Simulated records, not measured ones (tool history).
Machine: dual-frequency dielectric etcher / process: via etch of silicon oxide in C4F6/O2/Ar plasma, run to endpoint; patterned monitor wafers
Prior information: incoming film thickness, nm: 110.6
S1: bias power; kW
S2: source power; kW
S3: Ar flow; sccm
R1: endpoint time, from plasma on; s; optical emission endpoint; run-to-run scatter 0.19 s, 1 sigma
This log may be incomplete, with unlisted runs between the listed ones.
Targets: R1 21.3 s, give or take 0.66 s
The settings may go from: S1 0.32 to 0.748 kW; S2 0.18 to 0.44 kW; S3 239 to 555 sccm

run  hour     S1    S2   S3      R1
  1     0  0.534  0.31  397   25.16
  2   5.9  0.534  0.28  397  26.376
  3   6.5  0.534  0.28  350  26.281
  4  10.1  0.534  0.28  403  26.153
  5    18  0.556  0.29  403  25.456
  6  21.9  0.556  0.29  430  25.616
  7  27.2  0.575   0.3  429   25.24
  8  30.7   0.59  0.31  427  24.585
  9  33.3  0.604  0.32  426  23.827
 10  37.1  0.617  0.32  425  23.391

5 next moves are on the table. One of them brings every result within its allowed miss. Which?
  A  40.9  0.522   0.3  445   ?
  B  40.9  0.588  0.28  434   ?
  C  40.9  0.748  0.43  392   ?
  D  40.9  0.663  0.37  364   ?
  E  40.9   0.55  0.25  458   ?

move      R1
   A  26.365
   B  25.611
   C  19.429
   D  21.491
   E  27.689
A: the biggest miss grows against the last run
B: the biggest miss grows against the last run
C: carries the result that was furthest off beyond its target, to the other side
D: all results in spec
E: the biggest miss grows against the last run
Answer: D
